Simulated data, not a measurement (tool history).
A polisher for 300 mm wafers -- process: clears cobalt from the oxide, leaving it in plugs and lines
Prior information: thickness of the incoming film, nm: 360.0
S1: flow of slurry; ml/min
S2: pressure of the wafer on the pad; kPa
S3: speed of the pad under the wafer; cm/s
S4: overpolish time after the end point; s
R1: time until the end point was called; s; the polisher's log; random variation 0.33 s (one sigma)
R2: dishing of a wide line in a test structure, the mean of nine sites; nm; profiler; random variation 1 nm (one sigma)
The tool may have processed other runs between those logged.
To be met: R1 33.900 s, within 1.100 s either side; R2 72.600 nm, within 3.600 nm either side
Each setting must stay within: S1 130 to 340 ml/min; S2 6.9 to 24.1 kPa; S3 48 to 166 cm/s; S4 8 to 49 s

Run 1, hour 0.0: S1 220 ml/min, S2 15.2 kPa, S3 106 cm/s, S4 25 s. Result: R1 46.549 s, R2 69.316 nm.
Run 2, hour 4.6: S1 220 ml/min, S2 15.2 kPa, S3 106 cm/s, S4 30 s. Result: R1 46.775 s, R2 73.651 nm.
Run 3, hour 13.2: S1 225 ml/min, S2 16.5 kPa, S3 106 cm/s, S4 27 s. Result: R1 42.991 s, R2 73.041 nm.
Run 4, hour 21.1: S1 225 ml/min, S2 14.5 kPa, S3 106 cm/s, S4 27 s. Result: R1 48.928 s, R2 70.566 nm.
Run 5, hour 24.7: S1 225 ml/min, S2 15.9 kPa, S3 106 cm/s, S4 25 s. Result: R1 44.380 s, R2 69.609 nm.
Run 6, hour 26.1: S1 225 ml/min, S2 14.5 kPa, S3 106 cm/s, S4 25 s. Result: R1 48.863 s, R2 69.608 nm.
Run 7, hour 27.9: S1 235 ml/min, S2 18.6 kPa, S3 108 cm/s, S4 24 s. Result: R1 36.999 s, R2 72.729 nm.
Run 8, hour 33.4: S1 235 ml/min, S2 19.3 kPa, S3 108 cm/s, S4 23 s. Result: R1 36.151 s, R2 71.300 nm.

Exactly one of the 4 candidate moves below puts every result within its allowed miss. Which one?
Run A, hour 38.9: S1 180 ml/min, S2 21.4 kPa, S3 106 cm/s, S4 24 s. Result: R1 ?, R2 ?.
Run B, hour 38.9: S1 240 ml/min, S2 21.4 kPa, S3 112 cm/s, S4 20 s. Result: R1 ?, R2 ?.
Run C, hour 38.9: S1 225 ml/min, S2 16.5 kPa, S3 134 cm/s, S4 21 s. Result: R1 ?, R2 ?.
Run D, hour 38.9: S1 245 ml/min, S2 20.7 kPa, S3 118 cm/s, S4 20 s. Result: R1 ?, R2 ?.

move      R1      R2
   A  34.386  74.428
   B  31.926  72.658
   C  35.946  71.435
   D  31.623  72.820
A: meets every target
B: pushes the last run's worst result past its target
C: an improvement on the last run, though not all results are within tolerance
D: pushes the last run's worst result past its target
A is the move that brings every result within its allowed miss.
